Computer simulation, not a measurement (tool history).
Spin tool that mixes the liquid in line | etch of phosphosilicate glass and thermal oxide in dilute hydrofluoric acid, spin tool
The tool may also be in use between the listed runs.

run,hour,temperature setpoint of the liquid (K),parts of water to one part of 49 % hydrofluoric acid (parts by volume),time under the liquid (s),thickness taken off the phosphosilicate glass on a monitor wafer (Å),thickness taken off the thermal oxide on a monitor wafer (Å)
1,0.0,294.15,70,30,363.63,15.724
2,2.8,294.65,70,30,369.14,15.971
3,5.0,295.15,70,30,380.50,16.696
4,8.9,295.65,70,30,391.42,17.177
5,9.6,295.65,70,20,258.38,11.167
6,13.3,296.65,65,20,289.25,12.710
7,22.0,297.65,65,20,307.44,13.351
8,27.3,298.65,65,20,314.04,14.482
9,33.1,298.65,60,20,344.63,14.885
10,36.1,299.15,60,20,353.81,15.541
11,40.3,299.65,60,20,359.40,15.585
12,46.7,300.15,60,20,368.06,16.212
13,55.5,300.65,60,20,374.02,15.957

Forecast run 14:
14,62.7,301.15,60,20,?,?

Run 14 came out at thickness taken off the phosphosilicate glass on a monitor wafer (Å) 383.85, thickness taken off the thermal oxide on a monitor wafer (Å) 16.923.
